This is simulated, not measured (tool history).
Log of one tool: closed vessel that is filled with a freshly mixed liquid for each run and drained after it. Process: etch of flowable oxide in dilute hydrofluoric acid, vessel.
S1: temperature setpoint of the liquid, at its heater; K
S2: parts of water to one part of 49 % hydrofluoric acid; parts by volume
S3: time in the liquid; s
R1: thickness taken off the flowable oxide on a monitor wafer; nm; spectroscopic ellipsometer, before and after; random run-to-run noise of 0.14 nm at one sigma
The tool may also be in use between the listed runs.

run,hour,S1,S2,S3,R1
1,0,297.15,225,390,35.593
2,9.1,297.15,225,415,38.126
3,18.4,297.65,225,415,38.89
4,20.9,298.15,225,415,39.464
5,24.8,298.15,160,415,59.844
6,25.8,298.15,130,415,76.08
7,33.9,296.15,145,415,62.104

Forecast run 8:
8,40.7,294.65,150,415,?

{"run 8": {"R1": 56.337}}

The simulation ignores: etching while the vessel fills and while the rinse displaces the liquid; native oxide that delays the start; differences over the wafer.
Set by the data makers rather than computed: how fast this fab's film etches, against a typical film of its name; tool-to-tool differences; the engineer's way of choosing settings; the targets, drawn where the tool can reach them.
